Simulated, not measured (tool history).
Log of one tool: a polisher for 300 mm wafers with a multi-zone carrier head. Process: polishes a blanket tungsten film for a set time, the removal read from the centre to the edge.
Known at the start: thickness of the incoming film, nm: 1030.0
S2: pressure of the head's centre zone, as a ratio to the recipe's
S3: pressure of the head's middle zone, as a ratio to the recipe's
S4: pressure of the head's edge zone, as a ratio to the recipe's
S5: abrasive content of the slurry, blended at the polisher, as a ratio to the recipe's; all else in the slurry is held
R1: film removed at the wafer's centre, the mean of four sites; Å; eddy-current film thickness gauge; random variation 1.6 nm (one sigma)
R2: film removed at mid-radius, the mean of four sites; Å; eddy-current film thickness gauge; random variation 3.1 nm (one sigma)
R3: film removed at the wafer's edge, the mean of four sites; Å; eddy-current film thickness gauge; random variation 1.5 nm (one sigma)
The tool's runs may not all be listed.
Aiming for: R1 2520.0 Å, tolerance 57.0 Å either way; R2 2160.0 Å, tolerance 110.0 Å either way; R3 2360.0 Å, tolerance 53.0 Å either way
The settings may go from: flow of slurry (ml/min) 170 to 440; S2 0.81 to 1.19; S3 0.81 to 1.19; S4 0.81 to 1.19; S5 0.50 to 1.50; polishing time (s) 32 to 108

run 1 hour=0.0 | flow_of_slurry_(ml/min)=280 S2=1.00 S3=1.00 S4=1.00 S5=1.00 polishing_time_(s)=70 | R1=2297.7 R2=2582.2 R3=2607.1
run 2 hour=5.8 | flow_of_slurry_(ml/min)=280 S2=1.00 S3=1.00 S4=1.00 S5=0.80 polishing_time_(s)=70 | R1=2188.2 R2=2462.1 R3=2526.0
run 3 hour=14.2 | flow_of_slurry_(ml/min)=295 S2=1.04 S3=0.96 S4=0.97 S5=0.75 polishing_time_(s)=70 | R1=2288.3 R2=2384.7 R3=2437.5
run 4 hour=17.4 | flow_of_slurry_(ml/min)=230 S2=1.04 S3=0.96 S4=0.97 S5=0.75 polishing_time_(s)=70 | R1=2186.2 R2=2270.1 R3=2383.6
run 5 hour=20.5 | flow_of_slurry_(ml/min)=290 S2=1.04 S3=0.96 S4=0.97 S5=0.75 polishing_time_(s)=70 | R1=2289.7 R2=2323.8 R3=2444.2
run 6 hour=21.6 | flow_of_slurry_(ml/min)=290 S2=1.04 S3=0.91 S4=0.97 S5=0.75 polishing_time_(s)=70 | R1=2277.4 R2=2340.9 R3=2417.3
run 7 hour=26.3 | flow_of_slurry_(ml/min)=295 S2=1.07 S3=0.90 S4=0.98 S5=0.70 polishing_time_(s)=70 | R1=2315.3 R2=2273.8 R3=2391.7
run 8 hour=33.3 | flow_of_slurry_(ml/min)=305 S2=1.10 S3=0.88 S4=0.99 S5=0.65 polishing_time_(s)=70 | R1=2340.5 R2=2136.0 R3=2404.7
run 9 hour=39.2 | flow_of_slurry_(ml/min)=305 S2=1.10 S3=0.88 S4=0.99 S5=0.65 polishing_time_(s)=70 | R1=2384.3 R2=2162.4 R3=2425.9

Next run, 4 choices. One meets every target within its allowed miss, the rest don't. Which?
run A hour=45.1 | flow_of_slurry_(ml/min)=415 S2=1.17 S3=0.88 S4=0.99 S5=0.80 polishing_time_(s)=65 | R1=? R2=? R3=?
run B hour=45.1 | flow_of_slurry_(ml/min)=365 S2=1.19 S3=0.82 S4=0.88 S5=0.95 polishing_time_(s)=67 | R1=? R2=? R3=?
run C hour=45.1 | flow_of_slurry_(ml/min)=385 S2=0.99 S3=0.88 S4=0.95 S5=0.80 polishing_time_(s)=69 | R1=? R2=? R3=?
run D hour=45.1 | flow_of_slurry_(ml/min)=380 S2=1.17 S3=0.81 S4=0.85 S5=0.85 polishing_time_(s)=69 | R1=? R2=? R3=?

move=A R1=2521.2 R2=2211.1 R3=2385.8
move=B R1=2700.4 R2=2211.4 R3=2387.8
move=C R1=2244.0 R2=2335.9 R3=2472.3
move=D R1=2685.6 R2=2216.9 R3=2376.3
A: all results land within tolerance of their targets
B: takes the biggest miss from the last run beyond its target
C: misses by more than the last run did
D: takes the biggest miss from the last run beyond its target
Go with A: it meets all targets.
